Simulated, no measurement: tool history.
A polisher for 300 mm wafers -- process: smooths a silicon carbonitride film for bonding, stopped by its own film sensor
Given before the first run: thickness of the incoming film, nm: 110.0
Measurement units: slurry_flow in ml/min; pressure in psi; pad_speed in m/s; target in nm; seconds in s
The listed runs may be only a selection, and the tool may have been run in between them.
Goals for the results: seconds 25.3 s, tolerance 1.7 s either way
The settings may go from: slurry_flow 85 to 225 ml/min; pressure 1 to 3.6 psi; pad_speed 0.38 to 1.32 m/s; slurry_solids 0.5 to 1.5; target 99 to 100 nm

run,hour,slurry_flow,pressure,pad_speed,slurry_solids,target,seconds
1,0,145,2.3,0.84,1,99,38.978
2,5.7,145,2.3,0.98,1,99,36.351
3,8.8,145,2.5,1,1,99,31.409
4,12.9,145,2.5,1,1,99,31.965
5,16.5,145,2.5,1,1,99,31.777
6,24.1,130,2.5,1,1,99,31.799
7,31.6,130,2.6,1,1,99,31.119
8,35.3,130,2.7,1,1,99,29.888
9,36.8,130,2.8,1,1,99,29.339
10,42.2,130,2.9,1,1,99,28.737
11,50,130,3,1,1,99,27.518

Of the 5 settings listed for the next run, only one would bring every result within its allowed miss of target. Which one?
A,57.8,105,2.6,1.22,0.95,99,?
B,57.8,115,3,0.96,0.8,99,?
C,57.8,120,2.7,1.02,1,99,?
D,57.8,120,2.7,1.02,0.9,99,?
E,57.8,125,2.9,1,1.1,100,?

move,seconds
A,28.56
B,30.695
C,30.213
D,31.09
E,25.11
A: lands further from the targets than the last run did
B: lands further from the targets than the last run did
C: lands further from the targets than the last run did
D: lands further from the targets than the last run did
E: hits every target within its allowed miss
Answer: E

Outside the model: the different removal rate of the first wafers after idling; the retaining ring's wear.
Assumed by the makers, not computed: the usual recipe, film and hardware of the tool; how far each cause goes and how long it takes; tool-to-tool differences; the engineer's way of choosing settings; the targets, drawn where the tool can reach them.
